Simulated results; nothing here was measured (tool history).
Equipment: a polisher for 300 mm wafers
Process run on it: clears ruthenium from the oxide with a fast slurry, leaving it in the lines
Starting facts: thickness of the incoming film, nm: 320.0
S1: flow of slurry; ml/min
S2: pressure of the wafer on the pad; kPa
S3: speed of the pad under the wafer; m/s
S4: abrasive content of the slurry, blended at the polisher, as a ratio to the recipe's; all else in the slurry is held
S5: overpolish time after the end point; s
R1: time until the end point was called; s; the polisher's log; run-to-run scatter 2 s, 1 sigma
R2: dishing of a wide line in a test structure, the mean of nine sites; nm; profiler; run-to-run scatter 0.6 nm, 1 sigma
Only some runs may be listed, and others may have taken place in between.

run,hour,S1,S2,S3,S4,S5,R1,R2
1,0,190,23.4,1.02,1,21,63.979,55.541
2,1,190,23.4,0.82,1,21,73.453,50.551
3,9.2,190,23.4,0.82,0.8,21,84.749,47.117
4,11.4,190,23.4,0.82,0.7,21,87.962,44.897
5,19.8,190,20,0.82,0.7,21,106.02,40.518
6,21.6,190,20,0.82,0.7,13,107.44,27.751
7,22.5,190,20,0.82,0.7,14,102.94,30.191

Run 8, settings as shown, results not yet in. Your forecast:
8,26.6,190,19.3,0.82,0.7,15,?,?

{"run 8": {"R1": 109.07, "R2": 31.332}}
